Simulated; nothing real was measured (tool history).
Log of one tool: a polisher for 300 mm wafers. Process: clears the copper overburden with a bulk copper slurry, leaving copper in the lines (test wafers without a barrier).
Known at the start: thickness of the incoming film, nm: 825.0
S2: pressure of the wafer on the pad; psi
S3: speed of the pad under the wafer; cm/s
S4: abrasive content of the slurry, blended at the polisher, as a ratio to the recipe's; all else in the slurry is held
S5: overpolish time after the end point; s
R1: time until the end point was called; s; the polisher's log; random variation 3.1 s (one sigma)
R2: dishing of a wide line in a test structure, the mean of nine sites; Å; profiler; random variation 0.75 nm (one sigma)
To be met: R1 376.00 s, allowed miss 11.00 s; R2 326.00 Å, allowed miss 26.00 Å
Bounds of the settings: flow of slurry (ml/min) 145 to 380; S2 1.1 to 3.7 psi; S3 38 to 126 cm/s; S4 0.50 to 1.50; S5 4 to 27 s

Run 1, hour 0.0: flow of slurry (ml/min) 245, S2 2.4 psi, S3 82 cm/s, S4 1.00, S5 14 s. Result: R1 169.64 s, R2 461.69 Å.
Run 2, hour 2.4: flow of slurry (ml/min) 240, S2 2.1 psi, S3 78 cm/s, S4 1.00, S5 15 s. Result: R1 199.59 s, R2 421.21 Å.
Run 3, hour 11.2: flow of slurry (ml/min) 240, S2 1.9 psi, S3 74 cm/s, S4 1.00, S5 16 s. Result: R1 225.15 s, R2 408.63 Å.
Run 4, hour 18.0: flow of slurry (ml/min) 300, S2 1.9 psi, S3 74 cm/s, S4 1.00, S5 16 s. Result: R1 221.59 s, R2 393.85 Å.
Run 5, hour 22.5: flow of slurry (ml/min) 350, S2 1.9 psi, S3 74 cm/s, S4 1.00, S5 16 s. Result: R1 215.45 s, R2 424.19 Å.
Run 6, hour 24.7: flow of slurry (ml/min) 350, S2 1.9 psi, S3 74 cm/s, S4 1.00, S5 13 s. Result: R1 213.58 s, R2 354.90 Å.
Run 7, hour 28.1: flow of slurry (ml/min) 345, S2 1.7 psi, S3 70 cm/s, S4 1.00, S5 14 s. Result: R1 249.54 s, R2 325.16 Å.
Run 8, hour 36.7: flow of slurry (ml/min) 335, S2 1.6 psi, S3 68 cm/s, S4 1.00, S5 15 s. Result: R1 266.60 s, R2 326.08 Å.
Run 9, hour 43.6: flow of slurry (ml/min) 330, S2 1.5 psi, S3 66 cm/s, S4 1.00, S5 16 s. Result: R1 291.02 s, R2 310.33 Å.
Run 10, hour 48.3: flow of slurry (ml/min) 320, S2 1.4 psi, S3 66 cm/s, S4 1.00, S5 17 s. Result: R1 301.02 s, R2 321.95 Å.
Run 11, hour 55.7: flow of slurry (ml/min) 315, S2 1.3 psi, S3 64 cm/s, S4 1.00, S5 18 s. Result: R1 332.13 s, R2 317.65 Å.
Run 12, hour 61.7: flow of slurry (ml/min) 310, S2 1.3 psi, S3 64 cm/s, S4 1.00, S5 18 s. Result: R1 330.55 s, R2 323.05 Å.

Which of these 4 next moves meets every target?
Run A, hour 67.7: flow of slurry (ml/min) 335, S2 1.3 psi, S3 50 cm/s, S4 1.15, S5 23 s. Result: R1 ?, R2 ?.
Run B, hour 67.7: flow of slurry (ml/min) 335, S2 1.4 psi, S3 44 cm/s, S4 1.30, S5 25 s. Result: R1 ?, R2 ?.
Run C, hour 67.7: flow of slurry (ml/min) 300, S2 1.3 psi, S3 56 cm/s, S4 1.05, S5 21 s. Result: R1 ?, R2 ?.
Run D, hour 67.7: flow of slurry (ml/min) 375, S2 1.7 psi, S3 50 cm/s, S4 0.95, S5 20 s. Result: R1 ?, R2 ?.

move      R1      R2
   A  403.54  335.10
   B  419.30  349.14
   C  374.49  330.80
   D  349.38  342.58
A: takes the result that was furthest off past its target
B: takes the result that was furthest off past its target
C: meets every target
D: nearer than the last run, and not there yet
Move C is the one to make.
